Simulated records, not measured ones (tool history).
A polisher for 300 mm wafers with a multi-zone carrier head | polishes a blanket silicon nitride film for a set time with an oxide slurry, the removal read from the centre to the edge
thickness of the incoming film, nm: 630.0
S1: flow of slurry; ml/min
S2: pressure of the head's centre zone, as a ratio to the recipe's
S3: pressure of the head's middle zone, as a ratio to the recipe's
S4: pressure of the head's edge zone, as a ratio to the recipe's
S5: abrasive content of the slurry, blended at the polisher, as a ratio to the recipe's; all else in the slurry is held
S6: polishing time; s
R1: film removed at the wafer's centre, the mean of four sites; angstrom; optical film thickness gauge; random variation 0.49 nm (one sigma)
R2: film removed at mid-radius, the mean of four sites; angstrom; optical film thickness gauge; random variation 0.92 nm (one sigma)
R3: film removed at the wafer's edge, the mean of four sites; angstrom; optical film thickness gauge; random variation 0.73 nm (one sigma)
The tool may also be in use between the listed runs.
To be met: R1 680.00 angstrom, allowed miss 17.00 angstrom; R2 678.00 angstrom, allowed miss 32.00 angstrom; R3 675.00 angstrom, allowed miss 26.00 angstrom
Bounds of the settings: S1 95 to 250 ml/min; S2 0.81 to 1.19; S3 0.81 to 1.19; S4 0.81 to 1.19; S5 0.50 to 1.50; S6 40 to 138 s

| run | hour | S1 | S2 | S3 | S4 | S5 | S6 | R1 | R2 | R3 |
|---|---|---|---|---|---|---|---|---|---|---|
| 1 | 0.0 | 160 | 1.00 | 1.00 | 1.00 | 1.00 | 88 | 756.78 | 742.00 | 759.11 |
| 2 | 5.3 | 160 | 1.00 | 1.00 | 1.04 | 1.00 | 88 | 752.71 | 743.77 | 790.14 |
| 3 | 14.1 | 155 | 1.00 | 1.00 | 1.02 | 1.00 | 88 | 766.68 | 725.09 | 772.36 |
| 4 | 17.9 | 150 | 0.99 | 1.00 | 1.00 | 1.00 | 88 | 747.37 | 733.80 | 756.41 |
| 5 | 19.4 | 145 | 0.98 | 0.99 | 0.99 | 1.00 | 88 | 722.50 | 718.77 | 745.00 |
| 6 | 28.1 | 140 | 0.98 | 0.99 | 0.98 | 1.00 | 88 | 719.09 | 698.40 | 751.21 |
| 7 | 29.1 | 140 | 0.98 | 0.99 | 0.96 | 1.00 | 88 | 736.21 | 723.31 | 725.55 |
| 8 | 32.2 | 105 | 0.95 | 0.96 | 0.93 | 0.95 | 88 | 647.72 | 630.69 | 663.71 |
| 9 | 33.4 | 110 | 0.95 | 0.96 | 0.93 | 0.95 | 88 | 637.25 | 640.53 | 672.22 |
| 10 | 40.7 | 115 | 0.95 | 0.96 | 0.93 | 0.95 | 88 | 658.73 | 656.14 | 687.45 |
|  | 46.7 | worn pad replaced by a new one |
| 11 | 46.7 | 120 | 0.96 | 0.97 | 0.91 | 0.95 | 88 | 730.54 | 724.51 | 744.64 |
| 12 | 54.4 | 115 | 0.96 | 0.98 | 0.91 | 0.95 | 88 | 721.68 | 721.19 | 749.68 |
| 13 | 59.6 | 115 | 0.96 | 0.97 | 0.90 | 0.95 | 87 | 708.93 | 705.20 | 721.23 |
| 14 | 66.4 | 115 | 0.96 | 0.97 | 0.90 | 0.95 | 87 | 709.71 | 709.25 | 727.98 |

4 next moves are on the table. One of them brings every result within its allowed miss. Which?
| A | 73.2 | 150 | 0.99 | 1.19 | 0.81 | 1.00 | 74 | ? | ? | ? |
| B | 73.2 | 100 | 1.01 | 0.88 | 0.90 | 1.00 | 81 | ? | ? | ? |
| C | 73.2 | 130 | 0.93 | 0.94 | 0.82 | 0.75 | 90 | ? | ? | ? |
| D | 73.2 | 105 | 0.93 | 0.81 | 1.12 | 0.90 | 92 | ? | ? | ? |

| move | R1 | R2 | R3 |
|---|---|---|---|
| A | 680.44 | 781.54 | 622.27 |
| B | 678.53 | 609.49 | 670.05 |
| C | 674.27 | 684.15 | 670.06 |
| D | 694.90 | 633.29 | 821.87 |
A: takes the result that was furthest off past its target
B: brings the result that was furthest off to its target, and leaves another outside
C: meets every target
D: further off than the last run
Answer: C
